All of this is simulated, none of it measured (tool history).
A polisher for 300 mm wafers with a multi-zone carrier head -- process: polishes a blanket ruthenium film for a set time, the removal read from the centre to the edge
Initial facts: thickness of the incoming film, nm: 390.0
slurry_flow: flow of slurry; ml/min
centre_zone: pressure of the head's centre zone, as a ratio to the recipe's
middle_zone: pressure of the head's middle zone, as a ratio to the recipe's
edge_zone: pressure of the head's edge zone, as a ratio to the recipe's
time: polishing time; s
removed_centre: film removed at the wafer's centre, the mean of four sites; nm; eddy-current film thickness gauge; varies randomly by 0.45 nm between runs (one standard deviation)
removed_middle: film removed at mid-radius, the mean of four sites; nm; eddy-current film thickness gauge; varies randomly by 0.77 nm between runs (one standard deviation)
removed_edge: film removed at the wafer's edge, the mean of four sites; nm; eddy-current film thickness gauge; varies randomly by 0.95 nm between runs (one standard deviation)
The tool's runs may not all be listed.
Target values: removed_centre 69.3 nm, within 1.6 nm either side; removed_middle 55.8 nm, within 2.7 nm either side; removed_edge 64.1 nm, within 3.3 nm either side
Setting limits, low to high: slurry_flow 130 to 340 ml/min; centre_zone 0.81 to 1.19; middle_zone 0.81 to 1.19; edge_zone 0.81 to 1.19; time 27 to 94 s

run,hour,slurry_flow,centre_zone,middle_zone,edge_zone,time,removed_centre,removed_middle,removed_edge
1,0,220,1,1,1,60,91.191,90.388,89.639
2,6.4,275,1,1,1,60,94.104,92.27,92.518
3,10.7,275,1.01,0.96,0.99,56,89.483,82.695,84.898
4,11.7,275,1.01,0.96,0.99,50,78.055,73.224,76.646
5,17.9,235,1.01,0.96,0.99,50,77.459,72.051,76.097
6,18.9,235,1.01,0.96,1.05,50,77.176,71.419,76.537
7,20.1,210,1.07,0.86,0.99,39,60.971,49.919,57.059
8,25.9,225,1.08,0.87,1.01,39,62.236,52.838,59.127
9,27.4,235,1.1,0.86,1.02,39,64.26,51.789,58.578
10,36.4,245,1.1,0.86,1.04,39,64.399,52.487,60.837
11,41.3,255,1.11,0.86,1.04,39,65.068,53.127,61.866

Which single option among these 5 for the next run brings every result within its allowed miss of target? Just one does.
A,46.2,270,1,0.86,1.14,38,?,?,?
B,46.2,285,1.12,0.87,1.07,41,?,?,?
C,46.2,295,1,0.92,1.11,40,?,?,?
D,46.2,255,1.07,0.88,1.12,36,?,?,?
E,46.2,245,1.03,0.82,1.18,40,?,?,?

move,removed_centre,removed_middle,removed_edge
A,59.76,50.069,62.945
B,70.581,54.847,66.332
C,63.608,56.274,65.905
D,59.061,48.005,58.842
E,63.426,50.085,66.74
A: the biggest miss grows against the last run
B: every result lands within tolerance
C: the biggest miss grows against the last run
D: the biggest miss grows against the last run
E: the biggest miss grows against the last run
Move B is the one to make.

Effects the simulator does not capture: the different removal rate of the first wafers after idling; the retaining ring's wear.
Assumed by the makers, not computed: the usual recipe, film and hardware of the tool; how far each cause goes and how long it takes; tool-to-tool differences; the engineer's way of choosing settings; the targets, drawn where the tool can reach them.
